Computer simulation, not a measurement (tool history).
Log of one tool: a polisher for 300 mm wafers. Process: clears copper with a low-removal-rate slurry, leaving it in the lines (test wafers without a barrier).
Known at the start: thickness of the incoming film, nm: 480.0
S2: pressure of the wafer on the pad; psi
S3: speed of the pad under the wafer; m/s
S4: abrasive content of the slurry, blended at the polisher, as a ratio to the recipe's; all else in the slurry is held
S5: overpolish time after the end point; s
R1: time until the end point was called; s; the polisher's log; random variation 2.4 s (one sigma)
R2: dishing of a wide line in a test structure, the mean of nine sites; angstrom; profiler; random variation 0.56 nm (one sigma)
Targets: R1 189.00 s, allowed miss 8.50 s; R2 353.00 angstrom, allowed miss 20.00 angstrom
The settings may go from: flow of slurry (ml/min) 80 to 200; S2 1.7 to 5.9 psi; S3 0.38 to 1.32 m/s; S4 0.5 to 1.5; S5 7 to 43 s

run 1 hour=0.0 | flow_of_slurry_(ml/min)=130 S2=3.8 S3=0.84 S4=1.0 S5=22 | R1=160.75 R2=379.68
run 2 hour=8.3 | flow_of_slurry_(ml/min)=130 S2=3.8 S3=1.04 S4=1.0 S5=22 | R1=134.37 R2=437.52
run 3 hour=15.8 | flow_of_slurry_(ml/min)=130 S2=3.8 S3=1.04 S4=1.0 S5=27 | R1=132.44 R2=507.55
run 4 hour=16.6 | flow_of_slurry_(ml/min)=130 S2=3.8 S3=1.04 S4=1.0 S5=22 | R1=132.45 R2=431.20
run 5 hour=19.0 | flow_of_slurry_(ml/min)=130 S2=3.8 S3=1.04 S4=0.9 S5=22 | R1=137.43 R2=427.16
run 6 hour=21.5 | flow_of_slurry_(ml/min)=125 S2=3.5 S3=1.04 S4=0.9 S5=22 | R1=147.72 R2=409.34
run 7 hour=26.3 | flow_of_slurry_(ml/min)=125 S2=3.3 S3=1.04 S4=0.9 S5=22 | R1=153.01 R2=384.86
run 8 hour=30.0 | flow_of_slurry_(ml/min)=120 S2=3.1 S3=1.04 S4=0.9 S5=23 | R1=167.67 R2=378.14
run 9 hour=31.7 | flow_of_slurry_(ml/min)=115 S2=3.0 S3=1.04 S4=0.9 S5=23 | R1=172.96 R2=366.19
run 10 hour=37.6 | flow_of_slurry_(ml/min)=110 S2=3.0 S3=1.04 S4=0.9 S5=23 | R1=175.67 R2=359.77
-- hour=43.2 head pressure recalibrated
run 11 hour=43.2 | flow_of_slurry_(ml/min)=105 S2=3.0 S3=1.04 S4=0.9 S5=23 | R1=162.44 R2=382.56
run 12 hour=52.1 | flow_of_slurry_(ml/min)=115 S2=3.0 S3=1.04 S4=0.9 S5=23 | R1=161.29 R2=392.06
run 13 hour=56.0 | flow_of_slurry_(ml/min)=105 S2=2.4 S3=1.04 S4=0.9 S5=24 | R1=202.51 R2=336.27

Which of these 4 next moves meets every target?
run A hour=59.9 | flow_of_slurry_(ml/min)=95 S2=2.9 S3=0.90 S4=1.0 S5=25 | R1=? R2=?
run B hour=59.9 | flow_of_slurry_(ml/min)=130 S2=2.7 S3=1.06 S4=1.0 S5=21 | R1=? R2=?
run C hour=59.9 | flow_of_slurry_(ml/min)=120 S2=2.4 S3=0.98 S4=0.9 S5=24 | R1=? R2=?
run D hour=59.9 | flow_of_slurry_(ml/min)=100 S2=2.7 S3=1.08 S4=1.0 S5=27 | R1=? R2=?

move=A R1=189.46 R2=362.33
move=B R1=166.09 R2=349.25
move=C R1=207.83 R2=323.31
move=D R1=168.73 R2=417.00
A: meets every target
B: takes the result that was furthest off past its target
C: further off than the last run
D: takes the result that was furthest off past its target
Answer: A
